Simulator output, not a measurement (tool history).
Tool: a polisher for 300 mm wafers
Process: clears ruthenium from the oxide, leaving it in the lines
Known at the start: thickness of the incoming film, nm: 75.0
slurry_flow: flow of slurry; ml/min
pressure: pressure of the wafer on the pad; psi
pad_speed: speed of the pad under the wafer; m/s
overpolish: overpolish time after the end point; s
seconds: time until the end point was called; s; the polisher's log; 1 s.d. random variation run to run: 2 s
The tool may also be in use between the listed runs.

run  hour  slurry_flow  pressure  pad_speed  overpolish  seconds
  1   0.0          305       1.7       0.96          21   80.726
  2   1.4          305       1.7       0.96          21   79.632
  3  10.0          305       1.6       0.96          21   85.934
  4  13.2          305       1.5       0.96          21   88.597
  5  16.4          305       1.5       0.96          23   89.890
  6  20.9          305       1.3       0.96          23   95.683

Estimate the outcome of run 7 from the log above:
  7  23.6          305       1.2       0.96          23        ?

Run 7 produced seconds 98.492 s.
